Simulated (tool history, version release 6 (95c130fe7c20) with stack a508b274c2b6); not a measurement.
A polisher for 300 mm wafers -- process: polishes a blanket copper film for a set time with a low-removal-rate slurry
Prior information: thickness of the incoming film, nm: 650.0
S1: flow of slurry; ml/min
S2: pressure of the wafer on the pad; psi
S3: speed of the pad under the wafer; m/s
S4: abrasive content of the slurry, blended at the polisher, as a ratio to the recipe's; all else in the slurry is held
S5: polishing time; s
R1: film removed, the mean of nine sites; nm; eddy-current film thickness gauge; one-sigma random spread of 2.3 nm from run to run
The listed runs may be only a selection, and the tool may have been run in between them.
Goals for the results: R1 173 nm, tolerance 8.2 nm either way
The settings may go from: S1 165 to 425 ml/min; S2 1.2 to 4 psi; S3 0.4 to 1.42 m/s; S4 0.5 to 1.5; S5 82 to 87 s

| run | hour | S1 | S2 | S3 | S4 | S5 | R1 |
|---|---|---|---|---|---|---|---|
| 1 | 0 | 275 | 2.6 | 0.9 | 1 | 82 | 227.84 |
| 2 | 0.5 | 275 | 2.6 | 1.02 | 1 | 82 | 256.37 |
| 3 | 3.7 | 275 | 2.4 | 1.02 | 1 | 82 | 244.29 |
| 4 | 10 | 275 | 2.2 | 1.02 | 1 | 82 | 232.28 |
| 5 | 13.8 | 275 | 2.2 | 1.02 | 1 | 87 | 247.98 |
| 6 | 16.6 | 275 | 2 | 1 | 1 | 87 | 227.31 |
| 7 | 25.6 | 275 | 1.8 | 1 | 1 | 87 | 217.65 |
| 8 | 33.1 | 275 | 1.7 | 0.98 | 1 | 87 | 203.9 |

Which one of the following 4 next-run settings gets every result inside its allowed miss? There is exactly one.
| A | 40.6 | 300 | 1.4 | 1 | 0.8 | 83 | ? |
| B | 40.6 | 235 | 2.3 | 0.92 | 1.1 | 85 | ? |
| C | 40.6 | 355 | 2.3 | 1.02 | 0.7 | 82 | ? |
| D | 40.6 | 330 | 1.6 | 1.04 | 0.95 | 86 | ? |

| move | R1 |
|---|---|
| A | 171.87 |
| B | 222.75 |
| C | 218.42 |
| D | 205 |
A: in spec on every target
B: its largest miss is bigger than the last run's
C: its largest miss is bigger than the last run's
D: neither nearer nor further off than the last run
A is the move that brings every result within its allowed miss.
